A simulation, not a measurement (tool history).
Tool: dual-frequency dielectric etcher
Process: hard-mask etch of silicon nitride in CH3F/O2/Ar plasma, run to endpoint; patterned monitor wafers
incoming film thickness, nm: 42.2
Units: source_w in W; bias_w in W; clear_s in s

Run 1, hour 0.0: source_w 360 W, bias_w 78 W. Result: clear_s 63.348 s.
Run 2, hour 8.1: source_w 310 W, bias_w 78 W. Result: clear_s 66.955 s.
Run 3, hour 15.7: source_w 310 W, bias_w 84 W. Result: clear_s 65.423 s.
Run 4, hour 22.2: source_w 360 W, bias_w 85 W. Result: clear_s 61.283 s.
Run 5, hour 27.4: source_w 340 W, bias_w 85 W. Result: clear_s 62.499 s.
Run 6, hour 30.8: source_w 370 W, bias_w 85 W. Result: clear_s 61.011 s.

Run 7 comes next. What will it give?
Run 7, hour 32.3: source_w 400 W, bias_w 86 W. Result: clear_s ?.

clear_s: 59.327 s
